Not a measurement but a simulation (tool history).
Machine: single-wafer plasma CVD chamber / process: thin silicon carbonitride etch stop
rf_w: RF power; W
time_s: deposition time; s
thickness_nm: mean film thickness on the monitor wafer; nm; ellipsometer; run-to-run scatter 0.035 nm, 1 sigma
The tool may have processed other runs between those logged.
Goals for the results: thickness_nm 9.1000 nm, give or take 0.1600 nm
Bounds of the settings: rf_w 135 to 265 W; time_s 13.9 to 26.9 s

{"run": 1, "hour": 0.0, "rf_w": 200, "time_s": 20.4, "thickness_nm": 12.134}
{"run": 2, "hour": 1.3, "rf_w": 185, "time_s": 19.0, "thickness_nm": 11.01}
{"run": 3, "hour": 5.8, "rf_w": 185, "time_s": 20.1, "thickness_nm": 11.622}
{"run": 4, "hour": 11.7, "rf_w": 170, "time_s": 19.0, "thickness_nm": 10.698}
{"run": 5, "hour": 17.1, "rf_w": 170, "time_s": 20.6, "thickness_nm": 11.571}
{"run": 6, "hour": 24.3, "rf_w": 170, "time_s": 19.3, "thickness_nm": 10.938}
{"run": 7, "hour": 29.6, "rf_w": 140, "time_s": 16.0, "thickness_nm": 8.3686}
{"run": 8, "hour": 33.0, "rf_w": 150, "time_s": 16.1, "thickness_nm": 8.6733}
{"run": 9, "hour": 39.2, "rf_w": 155, "time_s": 16.1, "thickness_nm": 8.6928}
{"run": 10, "hour": 41.7, "rf_w": 160, "time_s": 16.1, "thickness_nm": 8.939}

5 next moves are on the table. One of them brings every result within its allowed miss. Which?
{"run": "A", "hour": 44.2, "rf_w": 175, "time_s": 16.8, "thickness_nm": "?"}
{"run": "B", "hour": 44.2, "rf_w": 165, "time_s": 15.5, "thickness_nm": "?"}
{"run": "C", "hour": 44.2, "rf_w": 145, "time_s": 17.2, "thickness_nm": "?"}
{"run": "D", "hour": 44.2, "rf_w": 150, "time_s": 16.2, "thickness_nm": "?"}
{"run": "E", "hour": 44.2, "rf_w": 165, "time_s": 17.0, "thickness_nm": "?"}

move=A thickness_nm=9.4969
move=B thickness_nm=8.5793
move=C thickness_nm=9.0816
move=D thickness_nm=8.6612
move=E thickness_nm=9.4096
A: the result that was furthest off in the last run now lies on the other side of its target
B: further off than the last run
C: each result inside its tolerance
D: further off than the last run
E: the result that was furthest off in the last run now lies on the other side of its target
The move that meets every target is C.
